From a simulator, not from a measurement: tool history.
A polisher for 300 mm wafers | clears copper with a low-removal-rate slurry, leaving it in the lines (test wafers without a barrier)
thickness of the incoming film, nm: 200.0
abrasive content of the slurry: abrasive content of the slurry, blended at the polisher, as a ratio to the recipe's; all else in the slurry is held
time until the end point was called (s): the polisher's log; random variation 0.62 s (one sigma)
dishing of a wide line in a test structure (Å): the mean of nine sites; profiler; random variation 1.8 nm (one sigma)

run,day,flow of slurry (ml/min),pressure of the wafer on the pad (kPa),speed of the pad under the wafer (cm/s),abrasive content of the slurry,overpolish time after the end point (s),time until the end point was called (s),dishing of a wide line in a test structure (Å)
1,0,280,17.2,106,1,23,65.27,470.39
2,0.138,280,18.6,106,1,25,61.084,541.04
3,0.5,280,20,106,1,26,55.656,596.95
4,0.721,280,20.7,106,1,28,56.341,635.15
5,0.875,280,20.7,106,1,23,54.975,562.14
6,1.183,280,22.1,106,1,25,51.575,601.2
7,1.25,280,22.8,106,1,27,49.653,670.07
8,1.325,280,23.4,106,1,29,49.269,754.03

The next listed run, before its measurement:
9,1.475,280,24.1,106,1,29,?,?

Run 9 gave time until the end point was called (s) 49.006, dishing of a wide line in a test structure (Å) 739.62.
